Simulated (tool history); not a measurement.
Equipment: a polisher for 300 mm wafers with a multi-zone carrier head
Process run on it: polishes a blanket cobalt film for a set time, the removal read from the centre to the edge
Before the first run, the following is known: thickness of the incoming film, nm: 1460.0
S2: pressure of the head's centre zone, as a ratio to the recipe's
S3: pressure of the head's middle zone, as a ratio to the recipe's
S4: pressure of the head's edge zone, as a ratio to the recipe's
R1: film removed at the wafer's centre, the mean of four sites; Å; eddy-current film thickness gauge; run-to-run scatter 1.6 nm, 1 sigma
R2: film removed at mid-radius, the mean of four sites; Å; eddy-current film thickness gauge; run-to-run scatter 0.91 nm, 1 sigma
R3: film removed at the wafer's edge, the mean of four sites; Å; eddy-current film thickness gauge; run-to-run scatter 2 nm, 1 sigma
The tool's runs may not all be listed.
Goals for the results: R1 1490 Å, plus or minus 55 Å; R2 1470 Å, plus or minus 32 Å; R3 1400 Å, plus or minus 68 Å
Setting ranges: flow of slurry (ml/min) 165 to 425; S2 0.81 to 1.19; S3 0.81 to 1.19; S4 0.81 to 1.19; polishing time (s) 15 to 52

Run 1, hour 0: flow of slurry (ml/min) 275, S2 1, S3 1, S4 1, polishing time (s) 33. Result: R1 1862 Å, R2 1908.4 Å, R3 1951.4 Å.
Run 2, hour 7.3: flow of slurry (ml/min) 275, S2 1, S3 0.95, S4 1, polishing time (s) 33. Result: R1 1845.4 Å, R2 1840.1 Å, R3 1968.6 Å.
Run 3, hour 8: flow of slurry (ml/min) 275, S2 1, S3 0.98, S4 1, polishing time (s) 33. Result: R1 1884.3 Å, R2 1871.3 Å, R3 1990.9 Å.
Run 4, hour 13.2: flow of slurry (ml/min) 275, S2 1, S3 0.98, S4 0.97, polishing time (s) 31. Result: R1 1775.8 Å, R2 1791.8 Å, R3 1760.1 Å.
Run 5, hour 14.5: flow of slurry (ml/min) 270, S2 0.99, S3 0.95, S4 0.95, polishing time (s) 30. Result: R1 1679 Å, R2 1673.2 Å, R3 1731.7 Å.
Run 6, hour 16.8: flow of slurry (ml/min) 225, S2 0.99, S3 0.95, S4 0.95, polishing time (s) 30. Result: R1 1644.6 Å, R2 1618.4 Å, R3 1688.2 Å.
Run 7, hour 21.7: flow of slurry (ml/min) 200, S2 1, S3 0.98, S4 0.85, polishing time (s) 26. Result: R1 1391.5 Å, R2 1427.7 Å, R3 1410.2 Å.
Run 8, hour 24.9: flow of slurry (ml/min) 210, S2 1.01, S3 0.98, S4 0.84, polishing time (s) 26. Result: R1 1407 Å, R2 1427.3 Å, R3 1350.6 Å.
Run 9, hour 27.8: flow of slurry (ml/min) 225, S2 1.05, S3 1, S4 0.89, polishing time (s) 27. Result: R1 1563.8 Å, R2 1520.7 Å, R3 1462.6 Å.
Run 10, hour 30.7: flow of slurry (ml/min) 220, S2 1.05, S3 1, S4 0.88, polishing time (s) 27. Result: R1 1548.1 Å, R2 1523.6 Å, R3 1466.5 Å.
Run 11, hour 31.4: flow of slurry (ml/min) 215, S2 1.05, S3 1, S4 0.87, polishing time (s) 27. Result: R1 1562.4 Å, R2 1508.6 Å, R3 1420 Å.
Run 12, hour 37.1: flow of slurry (ml/min) 210, S2 1.05, S3 1, S4 0.87, polishing time (s) 27. Result: R1 1574.9 Å, R2 1509.4 Å, R3 1461 Å.
Run 13, hour 41: flow of slurry (ml/min) 210, S2 1.05, S3 1, S4 0.86, polishing time (s) 27. Result: R1 1524.5 Å, R2 1509.8 Å, R3 1462 Å.
Run 14, hour 44.2: flow of slurry (ml/min) 210, S2 1.05, S3 1, S4 0.85, polishing time (s) 27. Result: R1 1573.1 Å, R2 1504.1 Å, R3 1420.7 Å.

Which one of the following 5 next-run settings gets every result inside its allowed miss? There is exactly one.
Run A, hour 47.4: flow of slurry (ml/min) 195, S2 0.98, S3 0.99, S4 0.91, polishing time (s) 28. Result: R1 ?, R2 ?, R3 ?.
Run B, hour 47.4: flow of slurry (ml/min) 165, S2 1.02, S3 0.98, S4 0.83, polishing time (s) 28. Result: R1 ?, R2 ?, R3 ?.
Run C, hour 47.4: flow of slurry (ml/min) 165, S2 0.97, S3 0.96, S4 0.9, polishing time (s) 29. Result: R1 ?, R2 ?, R3 ?.
Run D, hour 47.4: flow of slurry (ml/min) 230, S2 1.06, S3 1, S4 0.85, polishing time (s) 27. Result: R1 ?, R2 ?, R3 ?.
Run E, hour 47.4: flow of slurry (ml/min) 225, S2 1.12, S3 0.93, S4 0.81, polishing time (s) 27. Result: R1 ?, R2 ?, R3 ?.

move      R1      R2      R3
   A  1464.1  1526.5  1501.9
   B  1468.7    1464  1406.4
   C  1445.9  1490.5  1511.2
   D    1574    1524    1432
   E  1656.9    1429  1399.8
A: gets the furthest-off result to its target, but another result is out of tolerance
B: in spec on every target
C: gets the furthest-off result to its target, but another result is out of tolerance
D: further off than the last run
E: further off than the last run
B is the move that brings every result within its allowed miss.

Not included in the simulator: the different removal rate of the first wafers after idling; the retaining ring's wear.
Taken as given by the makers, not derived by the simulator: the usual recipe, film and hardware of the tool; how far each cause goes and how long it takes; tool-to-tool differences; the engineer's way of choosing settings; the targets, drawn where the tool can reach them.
